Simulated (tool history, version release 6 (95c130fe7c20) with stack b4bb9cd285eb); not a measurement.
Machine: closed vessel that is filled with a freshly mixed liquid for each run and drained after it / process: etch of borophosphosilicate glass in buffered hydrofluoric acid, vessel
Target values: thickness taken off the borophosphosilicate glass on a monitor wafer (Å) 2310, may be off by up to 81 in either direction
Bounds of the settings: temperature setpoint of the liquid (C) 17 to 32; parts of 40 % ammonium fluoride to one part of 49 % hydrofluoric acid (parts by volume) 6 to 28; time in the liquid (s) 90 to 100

run,hour,temperature setpoint of the liquid (C),parts of 40 % ammonium fluoride to one part of 49 % hydrofluoric acid (parts by volume),time in the liquid (s),thickness taken off the borophosphosilicate glass on a monitor wafer (Å)
1,0,24,17,90,1151.5
2,1.5,25.5,16,90,1322.6
3,7.4,26.5,15,90,1499.5
4,11.5,27.5,14.5,90,1618.6
5,15.3,28.5,14,90,1804.3
6,20.4,28.5,14,90,1790.1
7,26,29,14,90,1826.9
8,28.9,29.5,13.5,90,1958.3
9,31.2,30,13.5,90,1993.4
10,39,30.5,13.5,90,2051.8
11,39.7,31,13.5,90,2145.5
12,45.2,31.5,13.5,90,2176.3

Below are 4 possible settings for the next run. Only one of them brings all results inside the allowed miss of their targets. Which is it?
A,50.7,28,12,90,?
B,50.7,28,12.5,90,?
C,50.7,30.5,13.5,95,?
D,50.7,32,13,90,?

move,thickness taken off the borophosphosilicate glass on a monitor wafer (Å)
A,2020.8
B,1941.4
C,2165.4
D,2300.5
A: lands further from the targets than the last run did
B: lands further from the targets than the last run did
C: lands further from the targets than the last run did
D: all results land within tolerance of their targets
D meets every target.
